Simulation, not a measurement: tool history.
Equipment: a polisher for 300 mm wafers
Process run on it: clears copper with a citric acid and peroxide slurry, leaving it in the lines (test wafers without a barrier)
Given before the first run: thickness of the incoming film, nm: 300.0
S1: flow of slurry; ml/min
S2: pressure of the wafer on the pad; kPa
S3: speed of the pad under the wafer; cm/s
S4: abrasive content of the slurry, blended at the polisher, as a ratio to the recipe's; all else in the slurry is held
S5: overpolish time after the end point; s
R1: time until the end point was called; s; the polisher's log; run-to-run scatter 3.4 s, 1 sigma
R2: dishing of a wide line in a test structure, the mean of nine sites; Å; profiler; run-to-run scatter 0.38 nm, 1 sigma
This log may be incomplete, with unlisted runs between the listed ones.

| run | hour | S1 | S2 | S3 | S4 | S5 | R1 | R2 |
|---|---|---|---|---|---|---|---|---|
| 1 | 0.0 | 255 | 21.4 | 118 | 1.00 | 22 | 120.51 | 166.40 |
| 2 | 8.9 | 255 | 21.4 | 118 | 0.85 | 22 | 129.73 | 161.54 |
| 3 | 16.3 | 255 | 20.0 | 118 | 0.85 | 23 | 136.21 | 164.27 |
| 4 | 23.8 | 255 | 20.0 | 118 | 0.85 | 32 | 136.12 | 175.45 |
| 5 | 30.4 | 255 | 20.0 | 144 | 0.85 | 32 | 115.19 | 181.83 |
| 6 | 32.2 | 255 | 18.6 | 142 | 0.85 | 32 | 119.50 | 183.95 |
| 7 | 34.6 | 255 | 18.6 | 142 | 0.85 | 32 | 115.80 | 187.36 |
| 8 | 37.4 | 255 | 17.9 | 136 | 0.85 | 31 | 125.09 | 167.54 |

Run 9, settings as shown, results not yet in. Your forecast:
| 9 | 40.8 | 255 | 17.9 | 130 | 0.85 | 32 | ? | ? |

Run 9 yielded R1 132.34 s, R2 184.48 Å.
